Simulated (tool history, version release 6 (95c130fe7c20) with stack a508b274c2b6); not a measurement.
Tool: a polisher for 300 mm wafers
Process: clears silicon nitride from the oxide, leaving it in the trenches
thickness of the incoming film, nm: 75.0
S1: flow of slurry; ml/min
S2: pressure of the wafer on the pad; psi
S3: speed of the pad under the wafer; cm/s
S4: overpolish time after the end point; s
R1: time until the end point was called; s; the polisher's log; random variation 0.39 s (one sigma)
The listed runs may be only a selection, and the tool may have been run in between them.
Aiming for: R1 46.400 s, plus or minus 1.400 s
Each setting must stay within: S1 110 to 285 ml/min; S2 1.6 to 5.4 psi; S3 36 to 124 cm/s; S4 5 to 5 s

run	day	S1	S2	S3	S4	R1
1	0.000	180	3.5	80	5	74.638
2	0.029	190	4.0	80	5	65.383
3	0.104	195	4.4	80	5	59.702
4	0.188	195	4.0	80	5	64.249
5	0.517	195	4.0	62	5	78.623
6	0.871	195	4.0	46	5	99.076
7	0.942	210	4.4	56	5	78.126
8	1.092	215	4.7	62	5	67.217
9	1.375	220	4.9	66	5	62.320
10	1.679	220	4.9	66	5	60.974
11	1.900	220	4.9	66	5	62.352
12	1.975	220	5.1	70	5	56.623
13	2.212	225	5.2	74	5	53.134
14	2.583	225	5.3	76	5	51.320

Pick the move, out of 4, that brings all results within their allowed miss; only one does.
A	2.954	280	4.2	78	5	?
B	2.954	270	4.4	102	5	?
C	2.954	170	5.1	80	5	?
D	2.954	215	5.4	62	5	?

move	R1
A	60.673
B	46.622
C	53.008
D	59.471
A: moves away from the targets compared with the last run
B: each result inside its tolerance
C: moves away from the targets compared with the last run
D: moves away from the targets compared with the last run
So the answer is move B, the one that meets all the targets.

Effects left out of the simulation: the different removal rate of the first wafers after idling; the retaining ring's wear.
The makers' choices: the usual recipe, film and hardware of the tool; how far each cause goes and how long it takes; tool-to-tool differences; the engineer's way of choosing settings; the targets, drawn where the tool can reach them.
